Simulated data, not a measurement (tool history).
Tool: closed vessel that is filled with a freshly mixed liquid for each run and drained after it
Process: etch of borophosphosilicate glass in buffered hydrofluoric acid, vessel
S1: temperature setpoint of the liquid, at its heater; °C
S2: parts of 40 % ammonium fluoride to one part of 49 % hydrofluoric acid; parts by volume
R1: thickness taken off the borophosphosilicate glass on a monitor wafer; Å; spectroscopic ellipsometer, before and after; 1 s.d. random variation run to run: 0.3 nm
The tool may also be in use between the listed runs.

{"run": 1, "hour": 0.0, "S1": 20.0, "S2": 21.0, "time in the liquid (s)": 175, "R1": 959.02}
{"run": 2, "hour": 6.2, "S1": 20.0, "S2": 21.0, "time in the liquid (s)": 175, "R1": 961.63}
{"run": 3, "hour": 12.2, "S1": 22.0, "S2": 21.0, "time in the liquid (s)": 175, "R1": 1066.6}
{"run": 4, "hour": 19.0, "S1": 22.0, "S2": 21.0, "time in the liquid (s)": 175, "R1": 1069.3}
{"run": 5, "hour": 26.1, "S1": 20.0, "S2": 21.0, "time in the liquid (s)": 175, "R1": 960.56}
{"run": 6, "hour": 32.4, "S1": 20.0, "S2": 15.5, "time in the liquid (s)": 175, "R1": 1281.8}
{"run": 7, "hour": 40.5, "S1": 19.5, "S2": 17.0, "time in the liquid (s)": 175, "R1": 1134.3}

Predict the results of run 8:
{"run": 8, "hour": 46.1, "S1": 19.0, "S2": 18.0, "time in the liquid (s)": 175, "R1": "?"}

Run 8 came out at R1 1045.30 Å.

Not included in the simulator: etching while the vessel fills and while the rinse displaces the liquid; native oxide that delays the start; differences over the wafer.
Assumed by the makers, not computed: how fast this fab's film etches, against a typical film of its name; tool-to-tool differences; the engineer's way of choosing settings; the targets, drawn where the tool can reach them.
